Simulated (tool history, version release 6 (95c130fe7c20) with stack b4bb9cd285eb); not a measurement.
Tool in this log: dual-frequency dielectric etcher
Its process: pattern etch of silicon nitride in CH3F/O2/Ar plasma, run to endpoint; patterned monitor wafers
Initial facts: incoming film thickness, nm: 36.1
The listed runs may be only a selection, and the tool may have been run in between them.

Run 1, hour 0.0: source power (W) 500, bias power (W) 56. Result: endpoint time (s) 56.228.
Run 2, hour 8.2: source power (W) 570, bias power (W) 56. Result: endpoint time (s) 53.767.
Run 3, hour 12.5: source power (W) 540, bias power (W) 54. Result: endpoint time (s) 54.611.
Run 4, hour 15.2: source power (W) 620, bias power (W) 54. Result: endpoint time (s) 52.522.
Run 5, hour 15.8: source power (W) 580, bias power (W) 51. Result: endpoint time (s) 54.407.
Run 6, hour 19.0: source power (W) 580, bias power (W) 57. Result: endpoint time (s) 52.123.
Run 7, hour 21.8: source power (W) 540, bias power (W) 55. Result: endpoint time (s) 54.574.
Run 8, hour 24.7: source power (W) 510, bias power (W) 53. Result: endpoint time (s) 56.669.
Run 9, hour 31.5: source power (W) 490, bias power (W) 52. Result: endpoint time (s) 58.208.

Estimate the outcome of run 10 from the log above:
Run 10, hour 39.9: source power (W) 470, bias power (W) 51. Result: endpoint time (s) ?.

{"run 10": {"endpoint time (s)": 59.638}}

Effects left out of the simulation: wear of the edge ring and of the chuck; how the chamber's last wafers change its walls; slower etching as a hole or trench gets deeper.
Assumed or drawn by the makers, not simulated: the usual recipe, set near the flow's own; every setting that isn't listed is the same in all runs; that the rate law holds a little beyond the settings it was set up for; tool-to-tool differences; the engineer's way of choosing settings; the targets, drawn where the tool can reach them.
